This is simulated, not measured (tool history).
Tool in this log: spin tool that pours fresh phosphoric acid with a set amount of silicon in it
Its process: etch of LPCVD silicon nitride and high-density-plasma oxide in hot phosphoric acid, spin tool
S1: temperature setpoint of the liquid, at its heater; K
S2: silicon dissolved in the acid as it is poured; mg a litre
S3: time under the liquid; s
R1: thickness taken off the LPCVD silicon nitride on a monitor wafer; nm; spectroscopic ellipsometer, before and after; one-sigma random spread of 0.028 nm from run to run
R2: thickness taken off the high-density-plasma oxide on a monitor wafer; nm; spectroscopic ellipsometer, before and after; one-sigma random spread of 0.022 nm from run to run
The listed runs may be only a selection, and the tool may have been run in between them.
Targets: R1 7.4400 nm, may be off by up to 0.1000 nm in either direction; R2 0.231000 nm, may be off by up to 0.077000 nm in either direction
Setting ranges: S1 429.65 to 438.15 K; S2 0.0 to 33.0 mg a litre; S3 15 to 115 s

run,hour,S1,S2,S3,R1,R2
1,0.0,433.15,14.5,60,5.2487,0.250110
2,2.3,433.15,20.0,60,5.2602,0.203270
3,8.7,433.15,17.0,60,5.2423,0.197810
4,15.5,433.15,17.0,40,3.4887,0.146510
5,19.8,433.15,25.0,40,3.4866,0.106160
6,24.6,431.15,25.0,40,3.2918,0.089629
7,25.7,432.65,27.0,50,4.3073,0.102660
8,26.3,434.15,26.5,55,5.0000,0.153870
9,31.0,435.15,28.5,60,5.6301,0.160270
10,39.1,436.15,29.0,65,6.3355,0.226220
11,45.2,436.15,30.0,65,6.3001,0.199730
12,49.8,436.65,31.0,65,6.4295,0.190350
13,55.3,437.15,31.5,65,6.4932,0.182090
14,57.8,437.65,31.0,65,6.6080,0.199950
15,65.8,438.15,31.0,70,7.2407,0.237660
16,67.6,438.15,31.5,70,7.2703,0.225720
17,72.6,438.15,32.0,70,7.2512,0.205850
18,75.9,438.15,29.0,70,7.3011,0.236300
19,77.2,438.15,29.5,70,7.2224,0.232310
20,86.2,438.15,30.0,70,7.2378,0.235960
21,91.4,438.15,32.0,70,7.2701,0.238540
22,94.7,438.15,32.0,70,7.2296,0.226660
# hour 99.1: thermometer replaced
23,99.1,438.15,32.5,70,7.5560,0.231640

4 candidate next runs follow, results not yet known. Just one meets every target within its allowed miss. Identify it.
A,103.5,437.15,33.0,75,?,?
B,103.5,438.15,3.5,70,?,?
C,103.5,437.15,30.0,75,?,?
D,103.5,435.65,30.5,75,?,?

move,R1,R2
A,7.8244,0.230920
B,7.5470,0.542510
C,7.8244,0.262410
D,7.4455,0.230490
A: misses by more than the last run did
B: misses by more than the last run did
C: misses by more than the last run did
D: all results land within tolerance of their targets
The move that meets every target is D.
